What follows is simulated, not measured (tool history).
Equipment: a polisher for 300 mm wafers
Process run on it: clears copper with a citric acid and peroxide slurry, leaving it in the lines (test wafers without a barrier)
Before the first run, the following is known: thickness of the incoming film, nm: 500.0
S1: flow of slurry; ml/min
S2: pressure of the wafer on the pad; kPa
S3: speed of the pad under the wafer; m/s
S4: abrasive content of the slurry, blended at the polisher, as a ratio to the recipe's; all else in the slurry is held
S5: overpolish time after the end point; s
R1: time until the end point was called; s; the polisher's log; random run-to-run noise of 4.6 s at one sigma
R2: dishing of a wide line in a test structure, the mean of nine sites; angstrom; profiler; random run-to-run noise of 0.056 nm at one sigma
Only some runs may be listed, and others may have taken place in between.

run 1 hour=0.0 | S1=250 S2=24.8 S3=1.14 S4=1.00 S5=8 | R1=197.40 R2=169.390
run 2 hour=4.5 | S1=250 S2=24.8 S3=1.14 S4=1.00 S5=10 | R1=198.11 R2=214.180
run 3 hour=5.8 | S1=250 S2=24.8 S3=1.14 S4=1.00 S5=8 | R1=197.82 R2=171.450
run 4 hour=7.9 | S1=255 S2=21.4 S3=0.96 S4=1.00 S5=6 | R1=266.46 R2=95.766
run 5 hour=8.7 | S1=255 S2=21.4 S3=0.96 S4=1.15 S5=6 | R1=259.08 R2=102.870
run 6 hour=14.9 | S1=255 S2=21.4 S3=0.70 S4=1.15 S5=6 | R1=344.56 R2=75.755
run 7 hour=22.6 | S1=255 S2=18.6 S3=0.68 S4=1.10 S5=5 | R1=402.69 R2=54.573
run 8 hour=27.4 | S1=255 S2=17.2 S3=0.68 S4=1.10 S5=5 | R1=430.99 R2=50.367

What will run 9 give?
run 9 hour=35.2 | S1=255 S2=15.9 S3=0.68 S4=1.10 S5=5 | R1=? R2=?

Run 9 gave R1 469.40 s, R2 47.757 angstrom.
